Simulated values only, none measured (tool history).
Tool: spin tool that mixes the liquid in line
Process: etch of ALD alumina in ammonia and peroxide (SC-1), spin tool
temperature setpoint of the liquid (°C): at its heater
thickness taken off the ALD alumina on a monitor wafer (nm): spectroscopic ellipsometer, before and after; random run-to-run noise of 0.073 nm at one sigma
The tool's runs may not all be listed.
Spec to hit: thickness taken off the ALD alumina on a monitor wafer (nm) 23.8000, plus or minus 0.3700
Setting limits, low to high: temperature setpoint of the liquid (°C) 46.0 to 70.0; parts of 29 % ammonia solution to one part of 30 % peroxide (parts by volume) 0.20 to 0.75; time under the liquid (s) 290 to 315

run	hour	temperature setpoint of the liquid (°C)	parts of 29 % ammonia solution to one part of 30 % peroxide (parts by volume)	time under the liquid (s)	thickness taken off the ALD alumina on a monitor wafer (nm)
1	0.0	62.0	0.45	290	18.0420
2	7.9	55.0	0.45	290	12.5380
3	11.7	49.5	0.45	290	9.3428
4	15.7	49.5	0.45	315	10.1650
5	19.6	49.5	0.45	315	10.0770
6	21.3	54.5	0.45	315	13.2500
7	25.0	58.0	0.45	315	15.9000
8	31.0	60.5	0.45	315	18.1310
9	38.0	62.0	0.45	315	19.5720
10	46.4	63.0	0.45	315	20.5900
11	55.0	64.0	0.45	315	21.5910
12	63.6	64.5	0.45	315	22.1430
13	71.6	65.0	0.45	315	22.7490
14	79.2	65.5	0.45	315	23.3630

Which single option among these 5 for the next run brings every result within its allowed miss of target? Just one does.
A	86.8	67.5	0.30	290	?
B	86.8	66.0	0.40	315	?
C	86.8	66.5	0.55	290	?
D	86.8	67.0	0.45	290	?
E	86.8	68.0	0.20	315	?

move	thickness taken off the ALD alumina on a monitor wafer (nm)
A	22.8100
B	23.6520
C	22.9990
D	23.1280
E	24.4330
A: its largest miss is bigger than the last run's
B: meets every target
C: its largest miss is bigger than the last run's
D: its largest miss is bigger than the last run's
E: moves the result that the last run missed by most past its target, out the other side
B is the move that brings every result within its allowed miss.
